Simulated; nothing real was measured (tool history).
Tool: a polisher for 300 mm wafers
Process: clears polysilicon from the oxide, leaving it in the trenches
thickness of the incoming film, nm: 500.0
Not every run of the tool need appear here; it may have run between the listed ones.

run	hour	flow of slurry (ml/min)	pressure of the wafer on the pad (psi)	speed of the pad under the wafer (m/s)	overpolish time after the end point (s)	time until the end point was called (s)	dishing of a wide line in a test structure (Å)
1	0.0	195	1.9	0.88	24	78.436	372.96
2	1.9	195	2.1	0.88	23	73.013	374.58
3	7.6	195	2.1	0.72	23	87.347	363.06
4	11.8	200	2.3	0.76	23	80.770	375.51
5	15.5	200	2.1	0.76	23	83.372	375.00
6	17.8	195	2.3	0.82	22	74.770	374.19
7	22.0	190	2.5	0.88	20	65.411	366.31
8	26.6	215	3.0	0.92	31	53.342	386.79
9	28.2	215	3.0	0.94	30	52.486	383.68

Estimate the outcome of run 10 from the log above:
10	29.3	215	3.0	0.96	29	?	?

Run 10 produced time until the end point was called (s) 50.954, dishing of a wide line in a test structure (Å) 384.63.

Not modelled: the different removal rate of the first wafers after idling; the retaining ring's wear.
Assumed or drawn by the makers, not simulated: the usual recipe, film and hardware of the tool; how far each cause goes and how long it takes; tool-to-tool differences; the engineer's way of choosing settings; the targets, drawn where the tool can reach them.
